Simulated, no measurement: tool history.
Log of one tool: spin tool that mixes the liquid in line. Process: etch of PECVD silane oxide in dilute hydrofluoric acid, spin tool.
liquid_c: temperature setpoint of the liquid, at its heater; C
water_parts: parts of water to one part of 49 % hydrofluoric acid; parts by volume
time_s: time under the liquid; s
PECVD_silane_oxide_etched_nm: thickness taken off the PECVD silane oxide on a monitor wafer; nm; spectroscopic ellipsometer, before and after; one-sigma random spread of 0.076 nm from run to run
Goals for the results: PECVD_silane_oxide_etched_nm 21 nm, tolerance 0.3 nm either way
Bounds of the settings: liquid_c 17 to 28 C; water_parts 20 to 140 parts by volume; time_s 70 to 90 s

| run | hour | liquid_c | water_parts | time_s | PECVD_silane_oxide_etched_nm |
|---|---|---|---|---|---|
| 1 | 0 | 20 | 75 | 90 | 15.928 |
| 2 | 1.6 | 20 | 100 | 90 | 11.676 |
| 3 | 5 | 21.5 | 100 | 90 | 12.303 |
| 4 | 12.1 | 23.5 | 95 | 90 | 14.127 |
| 5 | 14.7 | 22 | 95 | 90 | 13.299 |
| 6 | 22.5 | 24 | 90 | 90 | 15.261 |
| 7 | 26.6 | 25 | 85 | 90 | 16.953 |
| 8 | 28 | 26 | 80 | 90 | 18.94 |
| 9 | 29.2 | 26.5 | 80 | 90 | 19.312 |
| 10 | 33.1 | 27 | 80 | 90 | 19.742 |
| 11 | 39.2 | 27.5 | 80 | 90 | 20.171 |
| 12 | 44 | 28 | 80 | 90 | 20.536 |
|  | 46.9 | hydrofluoric acid flow meter replaced |
| 13 | 46.9 | 27.5 | 80 | 90 | 21.532 |
| 14 | 55.6 | 26 | 80 | 90 | 20.326 |
| 15 | 57.5 | 26 | 80 | 90 | 20.119 |

4 candidate next runs follow, results not yet known. Just one meets every target within its allowed miss. Identify it.
| A | 59.4 | 27.5 | 70 | 70 | ? |
| B | 59.4 | 21.5 | 55 | 70 | ? |
| C | 59.4 | 23 | 60 | 80 | ? |
| D | 59.4 | 22 | 60 | 80 | ? |

| move | PECVD_silane_oxide_etched_nm |
|---|---|
| A | 19.337 |
| B | 19.677 |
| C | 21.801 |
| D | 20.918 |
A: the biggest miss grows against the last run
B: the biggest miss grows against the last run
C: carries the result that was furthest off beyond its target, to the other side
D: all results in spec
Correct choice: D, which meets every target
